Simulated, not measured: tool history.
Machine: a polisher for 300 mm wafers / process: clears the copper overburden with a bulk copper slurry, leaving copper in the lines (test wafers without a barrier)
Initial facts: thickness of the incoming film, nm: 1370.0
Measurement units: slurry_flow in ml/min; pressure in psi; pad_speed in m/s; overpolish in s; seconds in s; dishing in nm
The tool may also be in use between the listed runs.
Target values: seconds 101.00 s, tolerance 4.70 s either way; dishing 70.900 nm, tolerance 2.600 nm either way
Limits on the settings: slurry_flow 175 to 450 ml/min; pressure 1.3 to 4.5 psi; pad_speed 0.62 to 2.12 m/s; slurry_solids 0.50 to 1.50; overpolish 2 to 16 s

run    day  slurry_flow  pressure  pad_speed  slurry_solids  overpolish  seconds  dishing
  1  0.000          290       2.9       1.36           1.00           8   116.67   50.758
  2  0.025          290       2.9       1.18           1.00           8   136.33   46.571
  3  0.283          290       3.1       1.18           1.00           8   130.88   50.041
  4  0.533          290       3.3       1.18           1.00           8   120.89   51.641
  5  0.721          290       3.4       1.18           1.00           8   115.93   52.370
  6  0.754          290       3.5       1.18           1.00           8   111.86   53.848
  7  1.125          290       3.6       1.18           1.00           8   108.71   55.652
  8  1.350          290       3.7       1.18           1.00           8   107.35   57.350
  9  1.550          290       3.8       1.18           1.00           8   102.63   57.538
 10  1.904          295       3.9       1.16           1.00           9   106.37   65.046
 11  2.221          295       3.9       1.16           1.00           9   104.63   62.930

Pick the move, out of 5, that brings all results within their allowed miss; only one does.
  A  2.538          285       3.7       1.10           1.05          11        ?        ?
  B  2.538          300       3.5       1.48           0.95          10        ?        ?
  C  2.538          315       4.2       0.98           1.05          10        ?        ?
  D  2.538          275       3.7       1.14           1.00          12        ?        ?
  E  2.538          320       4.2       1.12           0.95          10        ?        ?

move  seconds  dishing
   A   113.87   67.228
   B    91.86   71.430
   C   111.31   65.373
   D   111.70   71.553
   E   100.07   69.870
A: gains on the last run, yet a result remains outside its allowed miss
B: brings the result that was furthest off to its target, and leaves another outside
C: gains on the last run, yet a result remains outside its allowed miss
D: brings the result that was furthest off to its target, and leaves another outside
E: all results in spec
Correct choice: E, which meets every target
